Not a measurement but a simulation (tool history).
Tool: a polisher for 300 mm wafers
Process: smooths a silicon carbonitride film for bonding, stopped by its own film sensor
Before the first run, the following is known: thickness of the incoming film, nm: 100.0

| run | hour | flow of slurry (ml/min) | pressure of the wafer on the pad (kPa) | speed of the pad under the wafer (m/s) | abrasive content of the slurry | target thickness at which the film sensor stops the polish (Å) | time until the film sensor stopped the polish (s) |
|---|---|---|---|---|---|---|---|
| 1 | 0.0 | 290 | 15.9 | 0.92 | 1.0 | 790 | 72.091 |
| 2 | 4.9 | 290 | 19.3 | 0.92 | 1.0 | 790 | 62.791 |
| 3 | 14.0 | 325 | 19.3 | 0.92 | 1.0 | 790 | 62.269 |
| 4 | 17.1 | 285 | 19.3 | 0.92 | 1.0 | 790 | 62.904 |
| 5 | 23.0 | 285 | 17.2 | 0.92 | 1.0 | 790 | 66.221 |
| 6 | 27.9 | 285 | 17.2 | 0.92 | 1.2 | 790 | 64.138 |
| 7 | 30.9 | 285 | 14.5 | 0.88 | 1.2 | 790 | 74.370 |
| 8 | 39.2 | 285 | 12.4 | 0.86 | 1.2 | 790 | 85.021 |

The next listed run, before its measurement:
| 9 | 41.1 | 285 | 8.3 | 0.84 | 1.2 | 790 | ? |

{"run 9": {"time until the film sensor stopped the polish (s)": 113.37}}
